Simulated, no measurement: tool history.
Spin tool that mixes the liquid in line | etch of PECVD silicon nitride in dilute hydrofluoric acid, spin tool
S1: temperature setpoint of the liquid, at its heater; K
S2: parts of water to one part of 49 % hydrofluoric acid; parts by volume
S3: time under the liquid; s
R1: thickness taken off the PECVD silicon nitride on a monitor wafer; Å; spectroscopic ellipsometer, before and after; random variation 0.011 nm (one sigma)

| run | hour | S1 | S2 | S3 | R1 |
|---|---|---|---|---|---|
| 1 | 0.0 | 297.15 | 270 | 85 | 18.346 |
| 2 | 2.2 | 296.65 | 270 | 85 | 18.027 |
| 3 | 7.0 | 296.65 | 270 | 85 | 17.579 |
| 4 | 10.4 | 296.15 | 270 | 85 | 17.571 |
| 5 | 11.4 | 295.65 | 275 | 85 | 16.275 |
| 6 | 14.5 | 295.65 | 215 | 85 | 21.040 |
|  | 18.4 | thermometer replaced |
| 7 | 18.4 | 295.15 | 225 | 85 | 18.033 |

Run 8 comes next. What will it give?
| 8 | 21.0 | 294.65 | 225 | 85 | ? |

R1: 17.518 Å
